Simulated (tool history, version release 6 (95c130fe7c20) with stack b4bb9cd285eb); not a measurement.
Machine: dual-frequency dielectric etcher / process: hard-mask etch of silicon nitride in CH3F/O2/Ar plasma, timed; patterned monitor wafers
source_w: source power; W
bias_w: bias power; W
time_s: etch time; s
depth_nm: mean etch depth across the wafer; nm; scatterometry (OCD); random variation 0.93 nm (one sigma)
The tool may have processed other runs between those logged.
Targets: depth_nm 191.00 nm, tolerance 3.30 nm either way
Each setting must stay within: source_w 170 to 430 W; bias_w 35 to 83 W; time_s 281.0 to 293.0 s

{"run": 1, "day": 0.0, "source_w": 300, "bias_w": 59, "time_s": 281.0, "depth_nm": 166.52}
{"run": 2, "day": 0.088, "source_w": 330, "bias_w": 60, "time_s": 281.0, "depth_nm": 172.4}
{"run": 3, "day": 0.354, "source_w": 350, "bias_w": 61, "time_s": 281.0, "depth_nm": 177.54}
{"run": 4, "day": 0.496, "source_w": 350, "bias_w": 61, "time_s": 293.0, "depth_nm": 184.72}
{"run": 5, "day": 0.546, "source_w": 350, "bias_w": 61, "time_s": 281.0, "depth_nm": 178.41}
{"run": 6, "day": 0.925, "source_w": 360, "bias_w": 61, "time_s": 281.0, "depth_nm": 178.97}
{"run": 7, "day": 1.079, "source_w": 360, "bias_w": 61, "time_s": 281.0, "depth_nm": 178.53}
{"run": 8, "day": 1.346, "source_w": 380, "bias_w": 62, "time_s": 281.0, "depth_nm": 182.66}
{"run": 9, "day": 1.412, "source_w": 390, "bias_w": 62, "time_s": 281.0, "depth_nm": 181.98}
{"run": 10, "day": 1.746, "source_w": 400, "bias_w": 63, "time_s": 281.5, "depth_nm": 187.09}

Exercise: of the 4 proposed moves below, exactly one satisfies all targets within the stated allowed misses. Which move is it?
{"run": "A", "day": 2.079, "source_w": 390, "bias_w": 61, "time_s": 285.5, "depth_nm": "?"}
{"run": "B", "day": 2.079, "source_w": 430, "bias_w": 64, "time_s": 281.0, "depth_nm": "?"}
{"run": "C", "day": 2.079, "source_w": 390, "bias_w": 55, "time_s": 293.0, "depth_nm": "?"}
{"run": "D", "day": 2.079, "source_w": 410, "bias_w": 54, "time_s": 290.0, "depth_nm": "?"}

move=A depth_nm=187.14
move=B depth_nm=193.21
move=C depth_nm=185.79
move=D depth_nm=185.89
A: no nearer and no further than the last run
B: all results land within tolerance of their targets
C: the biggest miss grows against the last run
D: the biggest miss grows against the last run
B meets every target.

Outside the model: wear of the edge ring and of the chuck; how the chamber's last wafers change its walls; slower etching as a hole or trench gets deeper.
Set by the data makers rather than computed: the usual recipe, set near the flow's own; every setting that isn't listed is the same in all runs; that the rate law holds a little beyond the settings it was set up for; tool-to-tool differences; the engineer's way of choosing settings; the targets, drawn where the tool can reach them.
